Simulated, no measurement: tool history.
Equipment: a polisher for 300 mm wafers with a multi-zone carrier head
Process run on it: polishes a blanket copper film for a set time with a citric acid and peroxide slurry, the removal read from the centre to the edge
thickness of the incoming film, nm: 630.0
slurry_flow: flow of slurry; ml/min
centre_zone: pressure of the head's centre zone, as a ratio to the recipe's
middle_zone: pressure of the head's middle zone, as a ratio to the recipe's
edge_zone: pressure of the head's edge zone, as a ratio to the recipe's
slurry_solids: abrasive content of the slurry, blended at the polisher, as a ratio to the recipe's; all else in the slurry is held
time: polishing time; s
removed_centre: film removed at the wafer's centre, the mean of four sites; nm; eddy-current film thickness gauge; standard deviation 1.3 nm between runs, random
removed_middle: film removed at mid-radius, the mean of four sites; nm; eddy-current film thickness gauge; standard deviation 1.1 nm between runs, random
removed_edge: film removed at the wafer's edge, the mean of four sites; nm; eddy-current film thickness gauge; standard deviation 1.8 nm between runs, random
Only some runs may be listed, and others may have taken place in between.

run,hour,slurry_flow,centre_zone,middle_zone,edge_zone,slurry_solids,time,removed_centre,removed_middle,removed_edge
1,0,130,1,1,1,1,68,120.74,122.53,120.25
2,7.4,160,1,1,1,1,68,126.23,129.99,127.88
3,8.5,160,1,1,1.03,1,68,125.78,128.71,128.49
4,13.2,160,0.94,1,1.03,1,68,120.34,129.68,132.2
5,16,160,0.94,0.93,1.03,1,68,118.74,119.7,128.21
6,20.6,165,0.94,0.94,1.01,1,68,119.15,123.63,132.49
7,22.3,165,0.94,0.96,1,0.95,68,118.22,122.85,130.17
8,27.7,165,0.94,0.98,1,0.95,67,115.94,122.78,123.94
9,28.2,170,0.94,0.99,1,0.95,67,117.53,125.19,124.92
10,34.2,175,0.93,1,1,0.95,67,117.73,126.06,122.15
11,40.6,175,0.92,1.01,1.01,0.95,67,115.42,128.89,127.5

Expected results for the next run?
12,45.3,175,0.92,1.02,1.01,0.95,67,?,?,?

Run 12 gave removed_centre 115.16 nm, removed_middle 129.57 nm, removed_edge 125.13 nm.
